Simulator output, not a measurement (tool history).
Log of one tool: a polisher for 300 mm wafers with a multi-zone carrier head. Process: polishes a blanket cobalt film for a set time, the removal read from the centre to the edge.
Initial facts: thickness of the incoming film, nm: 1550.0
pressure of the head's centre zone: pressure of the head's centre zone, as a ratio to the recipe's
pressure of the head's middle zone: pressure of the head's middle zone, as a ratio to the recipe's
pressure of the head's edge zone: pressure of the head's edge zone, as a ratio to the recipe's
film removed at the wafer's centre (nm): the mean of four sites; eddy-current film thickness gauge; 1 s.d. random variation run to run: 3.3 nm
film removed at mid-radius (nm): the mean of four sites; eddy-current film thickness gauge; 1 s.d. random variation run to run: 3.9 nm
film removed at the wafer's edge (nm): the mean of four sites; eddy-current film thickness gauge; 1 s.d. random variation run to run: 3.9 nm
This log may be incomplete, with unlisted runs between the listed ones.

run	hour	flow of slurry (ml/min)	pressure of the head's centre zone	pressure of the head's middle zone	pressure of the head's edge zone	polishing time (s)	film removed at the wafer's centre (nm)	film removed at mid-radius (nm)	film removed at the wafer's edge (nm)
1	0	185	1	1	1	82	513.5	522.83	506.15
2	4.7	180	0.99	1	0.99	79	478.17	501.62	478.97
3	7.3	175	0.98	0.99	0.98	77	463.43	475.99	471.8
4	8.6	175	0.92	0.99	0.98	77	430.86	474.71	459.41
5	17.2	175	0.92	1.03	0.98	77	440.92	490.12	465.35
6	19.4	175	0.91	1.03	0.97	74	405.27	471.48	431.83
7	26.9	175	0.91	1.02	0.96	72	400.62	448	429.17
8	31.6	175	0.91	1.03	0.95	70	392.78	443.72	414.36
9	36.3	175	0.9	1.03	0.94	68	381	433.58	397.84
10	43.7	175	0.89	1.03	0.93	67	365.93	433.82	389.11
11	48.5	175	0.89	1.02	0.92	66	355.27	421.11	395.05
12	53	170	0.89	1.02	0.92	64	344.28	400.16	372.26

What does the tool deliver on the next run?
13	58.8	120	0.83	0.98	0.84	57	?	?	?

Run 13 produced film removed at the wafer's centre (nm) 265.34, film removed at mid-radius (nm) 323.64, film removed at the wafer's edge (nm) 307.64.

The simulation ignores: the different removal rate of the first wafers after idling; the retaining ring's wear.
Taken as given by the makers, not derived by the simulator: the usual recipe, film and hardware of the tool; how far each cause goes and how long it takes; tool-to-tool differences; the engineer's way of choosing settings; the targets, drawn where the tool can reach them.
